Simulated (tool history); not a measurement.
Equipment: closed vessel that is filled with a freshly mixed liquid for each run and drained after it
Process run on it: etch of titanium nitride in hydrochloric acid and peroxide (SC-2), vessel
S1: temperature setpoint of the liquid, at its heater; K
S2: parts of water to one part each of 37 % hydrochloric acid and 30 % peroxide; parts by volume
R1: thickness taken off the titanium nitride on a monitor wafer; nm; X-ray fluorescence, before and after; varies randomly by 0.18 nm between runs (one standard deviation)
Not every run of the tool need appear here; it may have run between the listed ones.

run 1 day=0.000 | S1=319.15 S2=12.0 time_in_the_liquid_(s)=1150 | R1=14.868
run 2 day=0.233 | S1=319.65 S2=12.0 time_in_the_liquid_(s)=1150 | R1=15.374
run 3 day=0.296 | S1=326.65 S2=12.0 time_in_the_liquid_(s)=1150 | R1=24.789
run 4 day=0.521 | S1=326.15 S2=12.0 time_in_the_liquid_(s)=1150 | R1=23.598
run 5 day=0.804 | S1=326.15 S2=12.0 time_in_the_liquid_(s)=1235 | R1=25.609
run 6 day=1.054 | S1=326.15 S2=12.0 time_in_the_liquid_(s)=1235 | R1=25.568
run 7 day=1.304 | S1=325.65 S2=12.0 time_in_the_liquid_(s)=1235 | R1=25.123
run 8 day=1.571 | S1=325.15 S2=12.0 time_in_the_liquid_(s)=1235 | R1=24.196
run 9 day=1.738 | S1=324.65 S2=12.0 time_in_the_liquid_(s)=1235 | R1=23.035
run 10 day=1.850 | S1=324.15 S2=12.0 time_in_the_liquid_(s)=1235 | R1=22.692
run 11 day=1.996 | S1=324.15 S2=12.0 time_in_the_liquid_(s)=1235 | R1=22.953
run 12 day=2.154 | S1=323.65 S2=12.0 time_in_the_liquid_(s)=1235 | R1=21.486
run 13 day=2.383 | S1=323.15 S2=12.0 time_in_the_liquid_(s)=1235 | R1=21.432
run 14 day=2.458 | S1=322.65 S2=12.0 time_in_the_liquid_(s)=1235 | R1=19.996

Expected results for the next run?
-- day=2.762 thermometer replaced
run 15 day=2.762 | S1=322.15 S2=12.0 time_in_the_liquid_(s)=1235 | R1=?

{"run 15": {"R1": 16.631}}
